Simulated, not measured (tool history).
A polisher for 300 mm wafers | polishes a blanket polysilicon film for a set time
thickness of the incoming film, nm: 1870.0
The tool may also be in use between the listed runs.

| run | hour | flow of slurry (ml/min) | pressure of the wafer on the pad (psi) | speed of the pad under the wafer (m/s) | polishing time (s) | film removed (Å) |
|---|---|---|---|---|---|---|
| 1 | 0 | 300 | 2 | 1.22 | 39 | 2806.2 |
| 2 | 1.6 | 300 | 2.2 | 1.22 | 39 | 3061.7 |
| 3 | 7.3 | 335 | 2.2 | 1.22 | 39 | 3118 |
| 4 | 8.4 | 335 | 2.2 | 1.02 | 39 | 2614.4 |
| 5 | 10.4 | 395 | 2.2 | 1.02 | 39 | 2716 |
| 6 | 12.4 | 335 | 2.2 | 1.02 | 39 | 2679.6 |
| 7 | 21.2 | 335 | 2.2 | 1.02 | 39 | 2664.8 |
| 8 | 25.8 | 335 | 2.4 | 1.02 | 39 | 2849.1 |
| 9 | 31.3 | 340 | 2.6 | 1.02 | 39 | 3109.2 |

The next listed run, before its measurement:
| 10 | 36.8 | 345 | 2.7 | 1.02 | 39 | ? |

film removed (Å): 3213.5

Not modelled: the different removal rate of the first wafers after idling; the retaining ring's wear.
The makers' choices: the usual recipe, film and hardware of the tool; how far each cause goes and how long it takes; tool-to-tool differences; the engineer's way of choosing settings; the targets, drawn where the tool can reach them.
